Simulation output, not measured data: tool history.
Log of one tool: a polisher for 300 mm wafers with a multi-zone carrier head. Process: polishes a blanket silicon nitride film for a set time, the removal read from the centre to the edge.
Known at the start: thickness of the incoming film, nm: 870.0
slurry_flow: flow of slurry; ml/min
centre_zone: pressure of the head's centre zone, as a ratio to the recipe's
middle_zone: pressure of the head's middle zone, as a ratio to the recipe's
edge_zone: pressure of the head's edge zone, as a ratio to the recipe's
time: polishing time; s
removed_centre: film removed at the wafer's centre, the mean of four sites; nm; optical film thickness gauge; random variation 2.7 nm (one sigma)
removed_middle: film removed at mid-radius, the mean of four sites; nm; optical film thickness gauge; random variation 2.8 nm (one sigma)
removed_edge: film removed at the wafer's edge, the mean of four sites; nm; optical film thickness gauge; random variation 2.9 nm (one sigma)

run	hour	slurry_flow	centre_zone	middle_zone	edge_zone	time	removed_centre	removed_middle	removed_edge
1	0	135	1	1	1	63	138.91	144.2	152.46
2	7.5	145	1.01	1.03	1.02	69	157.14	165.38	172.44
3	12.8	145	1.01	1.03	1.06	69	160.01	162.81	173.35
4	18.4	150	1.01	1.05	1.06	74	169.89	182.25	190.72
5	20.5	150	1.05	1.05	1.06	74	179.47	183.04	184.51
6	29.4	150	1.05	1	1.06	74	178.04	176.7	187.8
7	34.4	155	1.05	1.02	1.06	78	191.24	190.37	202.34
8	37.3	155	1.05	1.02	1.06	78	191.68	188.61	197.2
9	40.4	160	1.04	1.05	1.07	82	201.19	208.51	209.78

Run 10 comes next. What will it give?
10	43.8	175	1.04	1.12	1.16	98	?	?	?

removed_centre: 245.09 nm
removed_middle: 270.11 nm
removed_edge: 265.32 nm

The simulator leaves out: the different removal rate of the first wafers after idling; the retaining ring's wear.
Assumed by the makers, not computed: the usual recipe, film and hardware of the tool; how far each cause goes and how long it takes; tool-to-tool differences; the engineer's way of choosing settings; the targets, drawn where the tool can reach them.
